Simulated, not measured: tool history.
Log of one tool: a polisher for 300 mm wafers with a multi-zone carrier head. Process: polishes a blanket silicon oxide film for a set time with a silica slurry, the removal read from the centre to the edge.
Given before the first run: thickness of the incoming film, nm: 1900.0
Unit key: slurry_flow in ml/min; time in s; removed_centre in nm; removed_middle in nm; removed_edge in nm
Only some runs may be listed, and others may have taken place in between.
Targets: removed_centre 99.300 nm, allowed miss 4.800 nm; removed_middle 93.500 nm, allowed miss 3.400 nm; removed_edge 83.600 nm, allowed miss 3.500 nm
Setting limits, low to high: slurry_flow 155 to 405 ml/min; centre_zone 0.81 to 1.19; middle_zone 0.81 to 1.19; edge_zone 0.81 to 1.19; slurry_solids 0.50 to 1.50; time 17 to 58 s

{"run": 1, "hour": 0.0, "slurry_flow": 260, "centre_zone": 1.0, "middle_zone": 1.0, "edge_zone": 1.0, "slurry_solids": 1.0, "time": 37, "removed_centre": 99.883, "removed_middle": 109.42, "removed_edge": 106.87}
{"run": 2, "hour": 4.5, "slurry_flow": 260, "centre_zone": 1.0, "middle_zone": 1.0, "edge_zone": 1.0, "slurry_solids": 0.85, "time": 37, "removed_centre": 93.502, "removed_middle": 98.788, "removed_edge": 97.875}
{"run": 3, "hour": 8.9, "slurry_flow": 260, "centre_zone": 1.0, "middle_zone": 1.0, "edge_zone": 1.0, "slurry_solids": 1.0, "time": 37, "removed_centre": 101.55, "removed_middle": 106.84, "removed_edge": 105.1}
{"run": 4, "hour": 13.5, "slurry_flow": 260, "centre_zone": 1.03, "middle_zone": 1.0, "edge_zone": 1.0, "slurry_solids": 1.0, "time": 37, "removed_centre": 103.05, "removed_middle": 105.33, "removed_edge": 105.23}
{"run": 5, "hour": 14.7, "slurry_flow": 260, "centre_zone": 0.99, "middle_zone": 1.0, "edge_zone": 1.0, "slurry_solids": 1.0, "time": 37, "removed_centre": 98.849, "removed_middle": 107.95, "removed_edge": 105.14}
{"run": 6, "hour": 20.6, "slurry_flow": 265, "centre_zone": 1.03, "middle_zone": 1.02, "edge_zone": 0.95, "slurry_solids": 0.9, "time": 37, "removed_centre": 101.76, "removed_middle": 104.32, "removed_edge": 100.21}
{"run": 7, "hour": 24.8, "slurry_flow": 265, "centre_zone": 1.05, "middle_zone": 1.04, "edge_zone": 0.91, "slurry_solids": 0.8, "time": 37, "removed_centre": 96.67, "removed_middle": 99.587, "removed_edge": 91.417}
{"run": 8, "hour": 26.8, "slurry_flow": 260, "centre_zone": 1.07, "middle_zone": 1.04, "edge_zone": 0.88, "slurry_solids": 0.8, "time": 37, "removed_centre": 98.65, "removed_middle": 99.675, "removed_edge": 89.881}
{"run": 9, "hour": 33.5, "slurry_flow": 255, "centre_zone": 1.08, "middle_zone": 1.03, "edge_zone": 0.86, "slurry_solids": 0.8, "time": 37, "removed_centre": 99.232, "removed_middle": 97.836, "removed_edge": 86.588}

5 next moves are on the table. One of them brings every result within its allowed miss. Which?
{"run": "A", "hour": 40.2, "slurry_flow": 245, "centre_zone": 0.99, "middle_zone": 0.9, "edge_zone": 1.07, "slurry_solids": 0.9, "time": 33, "removed_centre": "?", "removed_middle": "?", "removed_edge": "?"}
{"run": "B", "hour": 40.2, "slurry_flow": 265, "centre_zone": 0.96, "middle_zone": 0.99, "edge_zone": 1.03, "slurry_solids": 0.75, "time": 37, "removed_centre": "?", "removed_middle": "?", "removed_edge": "?"}
{"run": "C", "hour": 40.2, "slurry_flow": 285, "centre_zone": 0.89, "middle_zone": 0.99, "edge_zone": 0.81, "slurry_solids": 1.1, "time": 34, "removed_centre": "?", "removed_middle": "?", "removed_edge": "?"}
{"run": "D", "hour": 40.2, "slurry_flow": 280, "centre_zone": 1.07, "middle_zone": 1.06, "edge_zone": 0.84, "slurry_solids": 0.85, "time": 36, "removed_centre": "?", "removed_middle": "?", "removed_edge": "?"}
{"run": "E", "hour": 40.2, "slurry_flow": 310, "centre_zone": 1.16, "middle_zone": 1.07, "edge_zone": 0.87, "slurry_solids": 0.8, "time": 34, "removed_centre": "?", "removed_middle": "?", "removed_edge": "?"}

move=A removed_centre=82.615 removed_middle=85.357 removed_edge=94.647
move=B removed_centre=83.390 removed_middle=93.888 removed_edge=96.247
move=C removed_centre=85.084 removed_middle=103.380 removed_edge=94.576
move=D removed_centre=96.743 removed_middle=101.660 removed_edge=90.723
move=E removed_centre=97.494 removed_middle=94.840 removed_edge=85.298
A: pushes the last run's worst result past its target
B: corrects the largest miss of the last run, while another result sits out of spec
C: further off than the last run
D: further off than the last run
E: every result lands within tolerance
E is the move that brings every result within its allowed miss.
